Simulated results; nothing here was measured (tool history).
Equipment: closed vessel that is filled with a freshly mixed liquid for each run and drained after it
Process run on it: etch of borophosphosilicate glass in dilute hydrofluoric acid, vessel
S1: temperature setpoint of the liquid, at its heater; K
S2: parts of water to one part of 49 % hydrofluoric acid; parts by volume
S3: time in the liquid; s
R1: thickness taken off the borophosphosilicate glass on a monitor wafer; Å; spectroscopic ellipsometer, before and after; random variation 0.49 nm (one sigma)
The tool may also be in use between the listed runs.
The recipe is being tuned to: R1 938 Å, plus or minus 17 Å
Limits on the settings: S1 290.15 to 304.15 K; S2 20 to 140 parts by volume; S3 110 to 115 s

| run | hour | S1 | S2 | S3 | R1 |
|---|---|---|---|---|---|
| 1 | 0 | 296.15 | 75 | 110 | 749.73 |
| 2 | 5.9 | 294.15 | 75 | 110 | 685.63 |
| 3 | 10 | 296.65 | 75 | 110 | 764.95 |
| 4 | 11.3 | 296.65 | 75 | 110 | 763.09 |
| 5 | 14.4 | 296.65 | 75 | 110 | 766.1 |
| 6 | 20 | 296.65 | 75 | 115 | 804.4 |
| 7 | 22.6 | 297.65 | 75 | 115 | 838.66 |
| 8 | 31.9 | 297.65 | 75 | 115 | 834.45 |
| 9 | 40.5 | 298.65 | 75 | 115 | 860.91 |
| 10 | 49.4 | 298.65 | 75 | 115 | 874.02 |
| 11 | 56.4 | 299.15 | 75 | 115 | 883.93 |
| 12 | 59.1 | 299.65 | 75 | 115 | 893.04 |
| 13 | 63.9 | 300.15 | 75 | 115 | 917.53 |

Which single option among these 5 for the next run brings every result within its allowed miss of target? Just one does.
| A | 68.7 | 298.65 | 70 | 115 | ? |
| B | 68.7 | 301.15 | 70 | 110 | ? |
| C | 68.7 | 301.65 | 80 | 110 | ? |
| D | 68.7 | 299.65 | 70 | 115 | ? |
| E | 68.7 | 298.65 | 70 | 110 | ? |

| move | R1 |
|---|---|
| A | 928.12 |
| B | 980.13 |
| C | 862.18 |
| D | 965.84 |
| E | 887.77 |
A: each result inside its tolerance
B: carries the result that was furthest off beyond its target, to the other side
C: moves away from the targets compared with the last run
D: carries the result that was furthest off beyond its target, to the other side
E: moves away from the targets compared with the last run
Correct choice: A, which meets every target
